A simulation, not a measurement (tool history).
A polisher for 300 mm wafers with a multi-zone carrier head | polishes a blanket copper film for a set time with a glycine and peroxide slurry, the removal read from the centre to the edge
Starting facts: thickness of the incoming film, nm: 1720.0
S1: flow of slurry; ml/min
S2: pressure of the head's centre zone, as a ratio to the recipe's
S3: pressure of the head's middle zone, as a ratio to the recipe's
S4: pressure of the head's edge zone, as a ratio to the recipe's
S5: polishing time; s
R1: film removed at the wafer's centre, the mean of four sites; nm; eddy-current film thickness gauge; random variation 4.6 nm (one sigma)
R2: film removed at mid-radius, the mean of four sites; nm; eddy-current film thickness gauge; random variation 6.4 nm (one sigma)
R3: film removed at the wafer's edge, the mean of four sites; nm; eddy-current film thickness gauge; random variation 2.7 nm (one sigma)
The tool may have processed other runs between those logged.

| run | hour | S1 | S2 | S3 | S4 | S5 | R1 | R2 | R3 |
|---|---|---|---|---|---|---|---|---|---|
| 1 | 0.0 | 265 | 1.00 | 1.00 | 1.00 | 87 | 604.08 | 617.54 | 646.21 |
| 2 | 5.7 | 325 | 1.00 | 1.00 | 1.00 | 87 | 620.61 | 645.68 | 654.02 |
| 3 | 14.2 | 325 | 1.00 | 1.00 | 0.99 | 84 | 602.20 | 624.92 | 633.21 |
| 4 | 19.5 | 325 | 1.00 | 1.00 | 0.99 | 76 | 534.12 | 560.95 | 579.56 |
| 5 | 25.2 | 320 | 1.01 | 1.00 | 0.97 | 74 | 536.56 | 531.96 | 543.45 |
| 6 | 31.7 | 315 | 1.00 | 1.00 | 0.95 | 74 | 534.57 | 546.35 | 542.45 |
| 7 | 35.1 | 310 | 0.99 | 0.99 | 0.94 | 73 | 509.57 | 534.13 | 530.75 |
|  | 38.3 | edge zone pressure recalibrated |
| 8 | 38.3 | 305 | 0.99 | 0.98 | 0.93 | 72 | 503.59 | 526.75 | 495.24 |
| 9 | 42.8 | 295 | 0.99 | 0.97 | 0.93 | 72 | 500.24 | 525.74 | 491.96 |

Estimate the outcome of run 10 from the log above:
| 10 | 46.3 | 285 | 0.99 | 0.97 | 0.93 | 71 | ? | ? | ? |

Logged for run 10: R1 493.99 nm, R2 512.72 nm, R3 485.66 nm.

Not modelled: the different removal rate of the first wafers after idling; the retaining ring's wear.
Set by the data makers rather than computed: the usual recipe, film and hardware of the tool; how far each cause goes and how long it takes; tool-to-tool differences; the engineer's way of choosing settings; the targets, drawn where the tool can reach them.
